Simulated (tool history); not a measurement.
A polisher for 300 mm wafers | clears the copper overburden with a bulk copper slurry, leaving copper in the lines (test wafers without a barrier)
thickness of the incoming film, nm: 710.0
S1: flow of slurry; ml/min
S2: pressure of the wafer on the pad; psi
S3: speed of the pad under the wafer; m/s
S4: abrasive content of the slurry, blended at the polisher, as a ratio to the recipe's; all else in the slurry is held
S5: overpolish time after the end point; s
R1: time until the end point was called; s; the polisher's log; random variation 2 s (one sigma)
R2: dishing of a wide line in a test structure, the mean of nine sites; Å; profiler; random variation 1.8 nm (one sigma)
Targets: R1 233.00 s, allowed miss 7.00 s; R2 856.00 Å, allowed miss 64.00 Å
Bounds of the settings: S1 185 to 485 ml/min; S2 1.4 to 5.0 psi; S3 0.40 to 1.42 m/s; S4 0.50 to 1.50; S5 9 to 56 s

run 1 day=0.000 | S1=310 S2=3.2 S3=0.90 S4=1.00 S5=29 | R1=103.60 R2=1122.20
run 2 day=0.117 | S1=275 S2=3.2 S3=0.90 S4=1.00 S5=29 | R1=106.84 R2=1119.80
run 3 day=0.271 | S1=265 S2=2.9 S3=0.88 S4=1.00 S5=31 | R1=117.90 R2=1068.30
run 4 day=0.588 | S1=265 S2=2.9 S3=0.88 S4=1.15 S5=31 | R1=114.26 R2=1113.50
run 5 day=0.808 | S1=260 S2=2.6 S3=0.84 S4=1.15 S5=33 | R1=134.94 R2=989.68
run 6 day=1.117 | S1=260 S2=2.4 S3=0.82 S4=1.15 S5=36 | R1=151.46 R2=969.61
run 7 day=1.358 | S1=260 S2=2.2 S3=0.82 S4=1.15 S5=38 | R1=158.60 R2=920.16
run 8 day=1.596 | S1=260 S2=2.1 S3=0.80 S4=1.15 S5=41 | R1=173.18 R2=924.15
run 9 day=1.950 | S1=260 S2=1.4 S3=0.76 S4=1.15 S5=49 | R1=267.79 R2=760.12
run 10 day=2.075 | S1=260 S2=1.4 S3=0.76 S4=1.15 S5=49 | R1=269.64 R2=750.03
run 11 day=2.183 | S1=260 S2=1.5 S3=0.76 S4=1.15 S5=49 | R1=250.23 R2=798.93

Which of these 4 next moves meets every target?
run A day=2.292 | S1=235 S2=1.7 S3=0.74 S4=1.10 S5=50 | R1=? R2=?
run B day=2.292 | S1=255 S2=1.5 S3=0.80 S4=1.15 S5=42 | R1=? R2=?
run C day=2.292 | S1=295 S2=1.4 S3=0.80 S4=1.25 S5=52 | R1=? R2=?
run D day=2.292 | S1=270 S2=1.4 S3=0.70 S4=1.20 S5=51 | R1=? R2=?

move=A R1=229.78 R2=841.77
move=B R1=236.67 R2=730.86
move=C R1=246.47 R2=792.04
move=D R1=283.96 R2=725.64
A: meets every target
B: brings the result that was furthest off to its target, and leaves another outside
C: nearer than the last run, and not there yet
D: further off than the last run
The right move is A.

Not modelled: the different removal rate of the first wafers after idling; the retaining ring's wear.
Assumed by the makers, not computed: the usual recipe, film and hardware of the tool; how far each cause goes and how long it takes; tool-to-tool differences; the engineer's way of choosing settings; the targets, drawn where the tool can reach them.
